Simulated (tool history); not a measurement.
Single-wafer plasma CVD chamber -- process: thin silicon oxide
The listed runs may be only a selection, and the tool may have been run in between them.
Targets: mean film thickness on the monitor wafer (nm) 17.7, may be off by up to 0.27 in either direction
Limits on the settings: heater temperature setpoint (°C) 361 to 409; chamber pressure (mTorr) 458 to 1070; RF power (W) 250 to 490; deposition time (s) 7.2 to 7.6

run  hour  heater temperature setpoint (°C)  chamber pressure (mTorr)  RF power (W)  deposition time (s)  mean film thickness on the monitor wafer (nm)
  1     0                               385                       764           370                  7.6                                         15.272
  2   8.5                               376                       764           370                  7.6                                         15.312
  3  17.2                               376                       788           370                  7.6                                         15.719
  4  19.5                               376                       809           370                  7.6                                          16.22
  5    22                               376                       823           370                  7.6                                         16.537
     26.6  -- RF generator calibrated
  6  26.6                               376                       834           370                  7.6                                         16.838
  7  32.8                               376                       842           370                  7.6                                         17.003
  8  40.3                               376                       842           370                  7.6                                         17.035
  9  46.2                               376                       848           370                  7.6                                         17.004
 10  50.5                               376                       855           370                  7.6                                          17.17

Consider the 4 candidate settings below. Which is the only one whose results all fall within their allowed miss of target?
  A  54.8                               380                       893           355                  7.3                                              ?
  B  54.8                               378                       837           355                  7.6                                              ?
  C  54.8                               374                       877           370                  7.2                                              ?
  D  54.8                               382                       881           375                  7.6                                              ?

move  mean film thickness on the monitor wafer (nm)
   A                                         17.082
   B                                         16.855
   C                                         16.806
   D                                         17.764
A: the biggest miss grows against the last run
B: the biggest miss grows against the last run
C: the biggest miss grows against the last run
D: all results land within tolerance of their targets
Answer: D
